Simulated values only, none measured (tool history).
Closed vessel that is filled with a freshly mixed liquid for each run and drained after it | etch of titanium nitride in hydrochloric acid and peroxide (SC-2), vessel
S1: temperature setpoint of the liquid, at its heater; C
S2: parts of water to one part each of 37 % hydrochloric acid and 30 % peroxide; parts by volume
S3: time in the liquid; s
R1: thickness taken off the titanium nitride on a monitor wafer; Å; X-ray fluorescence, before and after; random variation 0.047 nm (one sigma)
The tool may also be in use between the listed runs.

run	hour	S1	S2	S3	R1
1	0.0	53.0	9.0	160	97.791
2	5.0	53.0	9.0	160	96.625
3	9.6	51.5	9.0	160	87.459
4	17.5	51.5	7.5	160	102.690
5	20.1	49.5	7.5	160	89.743
6	24.3	49.5	9.5	160	74.572
7	33.4	48.5	9.5	160	69.241
8	38.8	48.0	9.5	160	66.843

Run 9, settings as shown, results not yet in. Your forecast:
9	39.7	47.5	9.5	160	?

{"run 9": {"R1": 63.787}}
